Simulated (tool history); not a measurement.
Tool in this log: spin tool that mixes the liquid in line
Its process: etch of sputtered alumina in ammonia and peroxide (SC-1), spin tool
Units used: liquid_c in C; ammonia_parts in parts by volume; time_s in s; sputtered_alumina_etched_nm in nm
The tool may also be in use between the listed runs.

run,hour,liquid_c,ammonia_parts,time_s,sputtered_alumina_etched_nm
1,0,50,0.45,30,1.5772
2,1.6,48.5,0.45,30,1.4094
3,9.3,48.5,0.4,30,1.4265
4,13.3,47.5,0.4,30,1.3511
5,21.5,46.5,0.4,30,1.2437
6,25.3,53.5,0.4,30,1.8689
7,31.2,52,0.4,30,1.7116
8,33.2,50.5,0.4,30,1.5972
9,37.7,49,0.4,30,1.4571
10,43,49,0.4,30,1.4581

Run 11 comes next. What will it give?
11,50.6,48,0.4,30,?

sputtered_alumina_etched_nm: 1.3614 nm
